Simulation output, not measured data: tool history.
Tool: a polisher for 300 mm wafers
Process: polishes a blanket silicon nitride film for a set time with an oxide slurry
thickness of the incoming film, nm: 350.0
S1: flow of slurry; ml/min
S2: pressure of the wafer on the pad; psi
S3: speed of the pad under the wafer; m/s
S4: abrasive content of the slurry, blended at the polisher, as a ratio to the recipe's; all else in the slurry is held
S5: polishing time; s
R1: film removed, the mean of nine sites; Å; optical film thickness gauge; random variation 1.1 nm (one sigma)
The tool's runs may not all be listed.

run    day   S1   S2    S3  S4  S5      R1
  1      0  140  2.5  1.28   1  88  477.24
  2  0.338  145    3   1.3   1  88  588.33
  3  0.442  150  3.3  1.32   1  88  642.86
  4    0.7  150  3.3  1.32   1  88  637.69
  5  0.779  150    3  1.32   1  88  588.71
  6  0.838  150  2.7  1.32   1  88  547.86
  7  1.183  165  3.1  1.34   1  88  630.23
  8  1.312  170  3.4  1.36   1  88  691.27
  9  1.604  170  3.6   1.4   1  88  736.18

The next listed run, before its measurement:
 10  1.892  170  3.7  1.44   1  88   ?

{"run 10": {"R1": 762.31}}
